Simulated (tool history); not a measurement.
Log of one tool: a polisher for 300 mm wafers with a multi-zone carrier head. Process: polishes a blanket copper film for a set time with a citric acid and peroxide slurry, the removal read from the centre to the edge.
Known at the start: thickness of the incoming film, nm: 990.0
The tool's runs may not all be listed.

| run | hour | flow of slurry (ml/min) | pressure of the head's centre zone | pressure of the head's middle zone | pressure of the head's edge zone | abrasive content of the slurry | polishing time (s) | film removed at the wafer's centre (angstrom) | film removed at mid-radius (angstrom) | film removed at the wafer's edge (angstrom) |
|---|---|---|---|---|---|---|---|---|---|---|
| 1 | 0 | 290 | 1 | 1 | 1 | 1 | 76 | 1423.6 | 1484 | 1460.7 |
| 2 | 4.5 | 285 | 1.02 | 0.96 | 0.96 | 0.85 | 74 | 1367.3 | 1361.6 | 1315.8 |
| 3 | 12.9 | 335 | 1.02 | 0.96 | 0.96 | 0.85 | 74 | 1393.9 | 1366.2 | 1355.1 |
| 4 | 16.9 | 335 | 1.03 | 0.92 | 0.95 | 0.75 | 73 | 1370.6 | 1277.4 | 1301.9 |
| 5 | 18.7 | 335 | 1.03 | 0.99 | 0.95 | 0.75 | 73 | 1354.1 | 1344.4 | 1313.2 |
| 6 | 22.2 | 330 | 1.03 | 0.94 | 0.94 | 0.7 | 72 | 1331.1 | 1253.8 | 1251.4 |
| 7 | 25.3 | 315 | 1.03 | 0.9 | 0.93 | 0.65 | 72 | 1299.3 | 1178.7 | 1230.2 |
| 8 | 26.6 | 295 | 1.04 | 0.89 | 0.91 | 0.65 | 72 | 1303.8 | 1195.8 | 1196.2 |

For run 9, what comes out?
| 9 | 28.5 | 310 | 1.07 | 0.81 | 0.91 | 0.5 | 70 | ? | ? | ? |

Logged for run 9: film removed at the wafer's centre (angstrom) 1237.1, film removed at mid-radius (angstrom) 1013.2, film removed at the wafer's edge (angstrom) 1141.6.
